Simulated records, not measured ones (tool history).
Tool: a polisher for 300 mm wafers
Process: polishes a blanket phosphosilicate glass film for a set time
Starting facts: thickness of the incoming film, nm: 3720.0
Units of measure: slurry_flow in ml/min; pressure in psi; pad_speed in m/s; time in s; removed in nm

run,hour,slurry_flow,pressure,pad_speed,slurry_solids,time,removed
1,0.0,260,2.3,1.18,1.0,59,412.99
2,3.4,260,2.3,1.18,1.1,59,432.36
3,8.0,260,2.6,1.18,1.1,59,489.65
4,9.8,260,2.6,1.18,0.9,59,448.62
5,16.3,260,2.6,1.18,0.9,53,400.72
6,24.8,255,2.3,1.18,0.9,53,354.99
7,32.3,245,2.1,1.18,0.9,53,323.79
8,37.4,235,2.0,1.18,0.9,53,308.52
9,40.0,225,1.9,1.18,0.9,53,291.72
10,43.4,215,1.8,1.18,0.9,53,274.95
11,50.1,205,1.8,1.18,0.9,53,271.06

The next listed run, before its measurement:
12,54.3,195,1.8,1.18,0.9,53,?

removed: 269.73 nm
